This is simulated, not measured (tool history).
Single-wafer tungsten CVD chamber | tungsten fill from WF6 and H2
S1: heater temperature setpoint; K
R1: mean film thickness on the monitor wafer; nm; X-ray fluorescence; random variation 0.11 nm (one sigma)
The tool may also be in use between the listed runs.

Run 1, hour 0.0: S1 668.15 K, chamber pressure (mTorr) 43300, deposition time (s) 14.2. Result: R1 45.690 nm.
Run 2, hour 5.2: S1 668.15 K, chamber pressure (mTorr) 43300, deposition time (s) 14.6. Result: R1 46.892 nm.
Run 3, hour 8.9: S1 668.15 K, chamber pressure (mTorr) 43300, deposition time (s) 14.2. Result: R1 45.756 nm.
Run 4, hour 10.3: S1 668.15 K, chamber pressure (mTorr) 37000, deposition time (s) 14.2. Result: R1 41.202 nm.
Run 5, hour 14.6: S1 668.15 K, chamber pressure (mTorr) 37000, deposition time (s) 14.6. Result: R1 42.410 nm.
Run 6, hour 20.0: S1 666.15 K, chamber pressure (mTorr) 37000, deposition time (s) 14.6. Result: R1 40.854 nm.
Run 7, hour 21.2: S1 665.15 K, chamber pressure (mTorr) 37000, deposition time (s) 14.6. Result: R1 40.219 nm.
Run 8, hour 29.9: S1 664.15 K, chamber pressure (mTorr) 37000, deposition time (s) 14.6. Result: R1 39.808 nm.
Run 9, hour 30.6: S1 663.15 K, chamber pressure (mTorr) 37000, deposition time (s) 14.6. Result: R1 39.254 nm.
Run 10, hour 35.4: S1 662.15 K, chamber pressure (mTorr) 37000, deposition time (s) 14.6. Result: R1 38.303 nm.
Run 11, hour 37.7: S1 661.15 K, chamber pressure (mTorr) 37000, deposition time (s) 14.6. Result: R1 37.622 nm.
Run 12, hour 41.1: S1 660.15 K, chamber pressure (mTorr) 37000, deposition time (s) 14.6. Result: R1 37.107 nm.
Run 13, hour 47.9: S1 659.15 K, chamber pressure (mTorr) 37000, deposition time (s) 14.6. Result: R1 36.458 nm.
Run 14, hour 50.6: S1 658.15 K, chamber pressure (mTorr) 37000, deposition time (s) 14.6. Result: R1 36.120 nm.

Forecast run 15:
Run 15, hour 55.7: S1 657.15 K, chamber pressure (mTorr) 37000, deposition time (s) 14.6. Result: R1 ?.

R1: 35.307 nm
